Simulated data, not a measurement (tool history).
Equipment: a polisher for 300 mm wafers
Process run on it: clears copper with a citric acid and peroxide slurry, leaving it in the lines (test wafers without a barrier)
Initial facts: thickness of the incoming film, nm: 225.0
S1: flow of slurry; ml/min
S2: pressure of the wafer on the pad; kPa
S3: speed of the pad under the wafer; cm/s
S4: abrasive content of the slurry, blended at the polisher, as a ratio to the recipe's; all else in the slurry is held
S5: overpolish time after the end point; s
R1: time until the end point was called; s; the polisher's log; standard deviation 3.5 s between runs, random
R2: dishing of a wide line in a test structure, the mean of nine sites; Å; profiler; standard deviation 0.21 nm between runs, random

run	hour	S1	S2	S3	S4	S5	R1	R2
1	0.0	195	18.6	124	1.00	21	99.999	352.950
2	4.3	195	18.6	124	1.00	14	99.761	244.480
3	5.2	195	18.6	140	1.00	14	88.070	253.630
4	7.7	190	17.2	130	1.00	13	105.850	213.010
5	14.4	185	15.9	124	1.00	13	117.090	189.590
6	16.2	185	17.9	124	1.00	13	105.490	211.400
7	24.6	170	13.1	88	0.95	17	198.980	151.620
8	25.5	170	12.4	88	0.95	17	206.810	147.810
9	26.7	170	9.0	76	0.95	12	320.080	69.305

Expected results for the next run?
10	31.1	170	9.7	76	0.95	12	?	?

{"run 10": {"R1": 301.07, "R2": 71.321}}
